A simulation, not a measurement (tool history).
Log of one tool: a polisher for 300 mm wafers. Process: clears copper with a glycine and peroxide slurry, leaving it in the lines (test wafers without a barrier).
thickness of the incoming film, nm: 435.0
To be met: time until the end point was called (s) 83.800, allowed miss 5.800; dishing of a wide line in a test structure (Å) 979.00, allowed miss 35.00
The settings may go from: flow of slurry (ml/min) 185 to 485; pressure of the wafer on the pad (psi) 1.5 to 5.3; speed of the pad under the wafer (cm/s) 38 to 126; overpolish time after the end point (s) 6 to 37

run  hour  flow of slurry (ml/min)  pressure of the wafer on the pad (psi)  speed of the pad under the wafer (cm/s)  overpolish time after the end point (s)  time until the end point was called (s)  dishing of a wide line in a test structure (Å)
  1   0.0                      310                                     3.4                                       82                                       19                                  100.490                                          612.48
  2   7.0                      310                                     3.5                                       82                                       20                                   94.405                                          664.57
  3  13.4                      310                                     3.6                                       82                                       21                                   94.210                                          689.25
  4  20.3                      310                                     3.7                                       82                                       22                                   93.206                                          739.62
  5  29.0                      310                                     3.7                                       82                                       25                                   93.376                                          796.52
  6  29.6                      310                                     3.7                                       64                                       25                                  103.920                                          728.52
  7  30.9                      310                                     3.8                                       64                                       25                                  101.210                                          734.30
  8  31.8                      310                                     3.9                                       64                                       26                                  103.160                                          763.20
  9  40.6                      310                                     4.0                                       64                                       26                                  101.690                                          777.65
 10  48.3                      310                                     5.0                                       64                                       28                                   84.192                                          927.78

4 next moves are on the table. One of them brings every result within its allowed miss. Which?
  A  56.0                      265                                     5.2                                       62                                       35                                        ?                                               ?
  B  56.0                      370                                     5.3                                       50                                       26                                        ?                                               ?
  C  56.0                      320                                     4.8                                       50                                       36                                        ?                                               ?
  D  56.0                      340                                     3.9                                       88                                       33                                        ?                                               ?

move  time until the end point was called (s)  dishing of a wide line in a test structure (Å)
   A                                   83.463                                         1069.90
   B                                   89.424                                          878.24
   C                                   98.326                                          996.83
   D                                   84.365                                          989.09
A: takes the result that was furthest off past its target
B: further off than the last run
C: brings the result that was furthest off to its target, and leaves another outside
D: meets every target
Move D is the one to make.
